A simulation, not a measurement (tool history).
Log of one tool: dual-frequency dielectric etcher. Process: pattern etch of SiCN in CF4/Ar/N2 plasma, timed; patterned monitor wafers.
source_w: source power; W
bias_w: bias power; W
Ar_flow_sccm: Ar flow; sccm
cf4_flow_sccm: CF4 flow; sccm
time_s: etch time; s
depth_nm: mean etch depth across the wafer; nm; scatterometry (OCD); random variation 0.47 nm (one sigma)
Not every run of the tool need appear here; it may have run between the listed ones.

run 1 hour=0.0 | source_w=500 bias_w=94 Ar_flow_sccm=87 cf4_flow_sccm=46 time_s=79.0 | depth_nm=74.008
run 2 hour=1.5 | source_w=520 bias_w=94 Ar_flow_sccm=87 cf4_flow_sccm=46 time_s=79.0 | depth_nm=77.065
run 3 hour=9.2 | source_w=520 bias_w=94 Ar_flow_sccm=87 cf4_flow_sccm=46 time_s=82.5 | depth_nm=80.479
run 4 hour=12.5 | source_w=520 bias_w=94 Ar_flow_sccm=87 cf4_flow_sccm=42 time_s=82.5 | depth_nm=79.620
run 5 hour=20.2 | source_w=520 bias_w=94 Ar_flow_sccm=87 cf4_flow_sccm=45 time_s=82.5 | depth_nm=79.986
run 6 hour=23.1 | source_w=520 bias_w=86 Ar_flow_sccm=87 cf4_flow_sccm=45 time_s=82.5 | depth_nm=77.162

Expected results for the next run?
run 7 hour=24.6 | source_w=530 bias_w=86 Ar_flow_sccm=87 cf4_flow_sccm=45 time_s=82.5 | depth_nm=?

Run 7 gave depth_nm 78.340 nm.
